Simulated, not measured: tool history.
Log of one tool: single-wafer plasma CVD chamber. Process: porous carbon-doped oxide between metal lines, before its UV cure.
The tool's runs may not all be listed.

run    day  heater temperature setpoint (°C)  RF power (W)  deposition time (s)  mean film thickness on the monitor wafer (angstrom)
  1  0.000                               290           475                 38.5                                               2231.0
  2  0.300                               299           475                 38.5                                               2100.9
  3  0.454                               306           475                 38.5                                               2005.5
  4  0.758                               306           450                 38.5                                               1907.7
  5  0.871                               306           450                 38.5                                               1903.8
  6  0.917                               297           465                 38.5                                               2074.4

Run 7 comes next. What will it give?
  7  1.200                               290           480                 38.5                                                    ?

Run 7 gave mean film thickness on the monitor wafer (angstrom) 2235.4.
